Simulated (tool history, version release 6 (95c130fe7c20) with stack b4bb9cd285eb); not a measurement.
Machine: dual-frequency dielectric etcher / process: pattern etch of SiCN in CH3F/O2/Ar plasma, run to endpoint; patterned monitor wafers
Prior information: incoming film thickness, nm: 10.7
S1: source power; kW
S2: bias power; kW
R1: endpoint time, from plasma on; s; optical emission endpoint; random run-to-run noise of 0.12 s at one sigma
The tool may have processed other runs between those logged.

| run | day | S1 | S2 | R1 |
|---|---|---|---|---|
| 1 | 0.000 | 0.510 | 0.087 | 23.599 |
| 2 | 0.092 | 0.510 | 0.102 | 22.386 |
| 3 | 0.292 | 0.540 | 0.104 | 21.783 |
| 4 | 0.662 | 0.470 | 0.104 | 22.946 |
| 5 | 1.025 | 0.430 | 0.104 | 23.432 |
| 6 | 1.312 | 0.430 | 0.117 | 22.798 |

For run 7, what comes out?
| 7 | 1.542 | 0.480 | 0.119 | ? |

{"run 7": {"R1": 21.775}}
